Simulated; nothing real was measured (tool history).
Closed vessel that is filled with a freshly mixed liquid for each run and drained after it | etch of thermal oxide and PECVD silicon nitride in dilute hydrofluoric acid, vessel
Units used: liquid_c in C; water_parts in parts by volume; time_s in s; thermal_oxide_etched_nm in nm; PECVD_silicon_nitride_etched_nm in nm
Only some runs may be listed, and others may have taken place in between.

run,day,liquid_c,water_parts,time_s,thermal_oxide_etched_nm,PECVD_silicon_nitride_etched_nm
1,0,26,155,340,9.7471,6.1046
2,0.154,23.5,155,340,8.8738,5.1912
3,0.208,26,155,340,9.8245,6.1358
4,0.462,26,195,340,7.4585,4.861
5,0.529,26,140,340,11.057,6.8597
6,0.596,28,140,340,11.922,7.5958
7,0.675,24,205,375,7.1707,4.5488

Predict the results of run 8:
8,0.771,23.5,270,345,?,?

{"run 8": {"thermal_oxide_etched_nm": 4.6122, "PECVD_silicon_nitride_etched_nm": 3.0524}}
